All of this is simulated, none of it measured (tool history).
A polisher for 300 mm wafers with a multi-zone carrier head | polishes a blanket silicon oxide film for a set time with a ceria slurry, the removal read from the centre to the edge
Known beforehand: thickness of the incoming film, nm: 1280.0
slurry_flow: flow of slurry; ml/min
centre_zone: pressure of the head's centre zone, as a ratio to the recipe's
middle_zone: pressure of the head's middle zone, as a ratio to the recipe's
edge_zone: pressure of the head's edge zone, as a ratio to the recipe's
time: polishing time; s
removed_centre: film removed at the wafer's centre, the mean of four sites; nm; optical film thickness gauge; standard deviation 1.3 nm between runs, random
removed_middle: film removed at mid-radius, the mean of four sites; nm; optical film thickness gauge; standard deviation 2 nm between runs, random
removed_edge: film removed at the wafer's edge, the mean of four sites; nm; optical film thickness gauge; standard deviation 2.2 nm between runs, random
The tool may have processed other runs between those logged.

run 1 hour=0 | slurry_flow=170 centre_zone=1 middle_zone=1 edge_zone=1 time=88 | removed_centre=279.32 removed_middle=297.91 removed_edge=297.04
run 2 hour=8.5 | slurry_flow=170 centre_zone=1 middle_zone=1 edge_zone=1 time=68 | removed_centre=219.62 removed_middle=232.69 removed_edge=229.1
run 3 hour=15.2 | slurry_flow=145 centre_zone=1 middle_zone=1 edge_zone=1 time=68 | removed_centre=208.65 removed_middle=223.15 removed_edge=222.42
run 4 hour=16.6 | slurry_flow=145 centre_zone=1 middle_zone=1 edge_zone=1 time=47 | removed_centre=145.05 removed_middle=151.64 removed_edge=153.62
run 5 hour=25.5 | slurry_flow=170 centre_zone=0.97 middle_zone=0.99 edge_zone=1.06 time=54 | removed_centre=167.47 removed_middle=182.19 removed_edge=185.25
run 6 hour=26.6 | slurry_flow=170 centre_zone=0.97 middle_zone=0.96 edge_zone=1.06 time=54 | removed_centre=168.72 removed_middle=178.65 removed_edge=188.72
run 7 hour=32.1 | slurry_flow=195 centre_zone=0.95 middle_zone=0.95 edge_zone=1.1 time=57 | removed_centre=176.98 removed_middle=191.41 removed_edge=202.34
run 8 hour=33.6 | slurry_flow=205 centre_zone=0.94 middle_zone=0.94 edge_zone=1.13 time=61 | removed_centre=190.7 removed_middle=207.32 removed_edge=220.39
run 9 hour=42.6 | slurry_flow=215 centre_zone=0.92 middle_zone=0.92 edge_zone=1.15 time=63 | removed_centre=192.48 removed_middle=207.77 removed_edge=231.5
run 10 hour=47.5 | slurry_flow=225 centre_zone=0.91 middle_zone=0.92 edge_zone=1.16 time=64 | removed_centre=197.32 removed_middle=209.87 removed_edge=237.15

The next listed run, before its measurement:
run 11 hour=53.9 | slurry_flow=235 centre_zone=0.9 middle_zone=0.93 edge_zone=1.17 time=65 | removed_centre=? removed_middle=? removed_edge=?

{"run 11": {"removed_centre": 197.27, "removed_middle": 217.51, "removed_edge": 239.33}}

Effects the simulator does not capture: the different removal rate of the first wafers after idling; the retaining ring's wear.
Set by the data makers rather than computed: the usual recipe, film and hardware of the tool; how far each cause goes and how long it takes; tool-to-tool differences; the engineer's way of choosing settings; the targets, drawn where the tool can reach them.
